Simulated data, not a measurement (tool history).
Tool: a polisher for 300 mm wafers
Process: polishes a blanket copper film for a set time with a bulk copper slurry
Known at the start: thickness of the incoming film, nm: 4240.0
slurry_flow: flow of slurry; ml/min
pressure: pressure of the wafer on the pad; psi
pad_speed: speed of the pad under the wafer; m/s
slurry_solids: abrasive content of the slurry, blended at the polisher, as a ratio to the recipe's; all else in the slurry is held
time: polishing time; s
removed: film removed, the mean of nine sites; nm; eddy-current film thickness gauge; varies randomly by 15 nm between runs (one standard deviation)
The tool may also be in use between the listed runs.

{"run": 1, "hour": 0.0, "slurry_flow": 195, "pressure": 3.0, "pad_speed": 1.18, "slurry_solids": 1.0, "time": 80, "removed": 1037.6}
{"run": 2, "hour": 6.6, "slurry_flow": 195, "pressure": 3.1, "pad_speed": 1.18, "slurry_solids": 1.0, "time": 80, "removed": 1076.3}
{"run": 3, "hour": 15.2, "slurry_flow": 215, "pressure": 3.1, "pad_speed": 1.18, "slurry_solids": 1.0, "time": 80, "removed": 1099.9}
{"run": 4, "hour": 17.9, "slurry_flow": 220, "pressure": 3.2, "pad_speed": 1.18, "slurry_solids": 1.0, "time": 80, "removed": 1110.3}
{"run": 5, "hour": 25.5, "slurry_flow": 220, "pressure": 3.3, "pad_speed": 1.18, "slurry_solids": 1.0, "time": 80, "removed": 1107.2}
{"run": 6, "hour": 34.0, "slurry_flow": 220, "pressure": 3.3, "pad_speed": 1.18, "slurry_solids": 1.0, "time": 83, "removed": 1166.8}
{"run": 7, "hour": 40.3, "slurry_flow": 220, "pressure": 3.4, "pad_speed": 1.18, "slurry_solids": 1.0, "time": 83, "removed": 1187.6}

Run 8, settings as shown, results not yet in. Your forecast:
{"run": 8, "hour": 42.1, "slurry_flow": 220, "pressure": 3.5, "pad_speed": 1.18, "slurry_solids": 1.0, "time": 83, "removed": "?"}

For run 8 the tool returned removed 1227.9 nm.
